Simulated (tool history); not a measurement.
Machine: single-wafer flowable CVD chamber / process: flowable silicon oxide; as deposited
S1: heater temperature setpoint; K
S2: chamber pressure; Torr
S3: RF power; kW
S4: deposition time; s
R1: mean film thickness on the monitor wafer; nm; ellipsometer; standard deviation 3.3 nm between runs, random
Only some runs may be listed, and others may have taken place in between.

| run | hour | S1 | S2 | S3 | S4 | R1 |
|---|---|---|---|---|---|---|
| 1 | 0 | 368.15 | 0.874 | 2.22 | 940 | 785.06 |
| 2 | 5.4 | 368.15 | 0.874 | 2.455 | 940 | 795.5 |
| 3 | 12.4 | 360.15 | 0.874 | 2.455 | 940 | 993.86 |
| 4 | 16 | 362.15 | 0.873 | 2.455 | 940 | 946.29 |
| 5 | 24 | 364.15 | 0.872 | 2.455 | 940 | 886.05 |
| 6 | 29.6 | 364.15 | 0.872 | 2.455 | 940 | 897.45 |
| 7 | 33.6 | 366.15 | 0.871 | 2.455 | 940 | 839.58 |

Estimate the outcome of run 8 from the log above:
| 8 | 34.6 | 368.15 | 0.871 | 2.455 | 940 | ? |

Run 8 came out at R1 780.16 nm.
